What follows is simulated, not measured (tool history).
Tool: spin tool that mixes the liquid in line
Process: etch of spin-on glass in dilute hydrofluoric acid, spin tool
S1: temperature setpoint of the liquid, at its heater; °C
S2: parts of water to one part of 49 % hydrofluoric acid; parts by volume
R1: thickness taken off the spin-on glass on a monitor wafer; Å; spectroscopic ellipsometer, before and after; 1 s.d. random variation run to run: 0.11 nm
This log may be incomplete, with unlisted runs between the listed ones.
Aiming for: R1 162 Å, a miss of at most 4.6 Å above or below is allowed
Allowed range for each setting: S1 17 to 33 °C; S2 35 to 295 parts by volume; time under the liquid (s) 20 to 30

{"run": 1, "hour": 0.0, "S1": 25, "S2": 165, "time under the liquid (s)": 30, "R1": 48.134}
{"run": 2, "hour": 1.4, "S1": 27, "S2": 130, "time under the liquid (s)": 30, "R1": 67.073}
{"run": 3, "hour": 9.1, "S1": 25, "S2": 130, "time under the liquid (s)": 30, "R1": 62.612}
{"run": 4, "hour": 14.7, "S1": 27, "S2": 105, "time under the liquid (s)": 30, "R1": 85.735}
{"run": 5, "hour": 16.1, "S1": 27, "S2": 135, "time under the liquid (s)": 30, "R1": 64.568}
{"run": 6, "hour": 22.8, "S1": 27, "S2": 95, "time under the liquid (s)": 30, "R1": 96.389}
{"run": 7, "hour": 28.6, "S1": 28.5, "S2": 85, "time under the liquid (s)": 30, "R1": 116.61}
{"hour": 34.8, "done": "thermometer replaced"}
{"run": 8, "hour": 34.8, "S1": 29.5, "S2": 85, "time under the liquid (s)": 30, "R1": 128.2}
{"run": 9, "hour": 36.0, "S1": 30.5, "S2": 85, "time under the liquid (s)": 30, "R1": 131.53}
{"run": 10, "hour": 37.4, "S1": 31, "S2": 85, "time under the liquid (s)": 30, "R1": 136.72}

Below are 4 possible settings for the next run. Only one of them brings all results inside the allowed miss of their targets. Which is it?
{"run": "A", "hour": 38.8, "S1": 32, "S2": 70, "time under the liquid (s)": 30, "R1": "?"}
{"run": "B", "hour": 38.8, "S1": 30, "S2": 70, "time under the liquid (s)": 30, "R1": "?"}
{"run": "C", "hour": 38.8, "S1": 33, "S2": 100, "time under the liquid (s)": 30, "R1": "?"}
{"run": "D", "hour": 38.8, "S1": 31, "S2": 80, "time under the liquid (s)": 25, "R1": "?"}

move=A R1=172.96
move=B R1=160.24
move=C R1=119.99
move=D R1=119.59
A: takes the result that was furthest off past its target
B: each result inside its tolerance
C: the biggest miss grows against the last run
D: the biggest miss grows against the last run
Answer: B
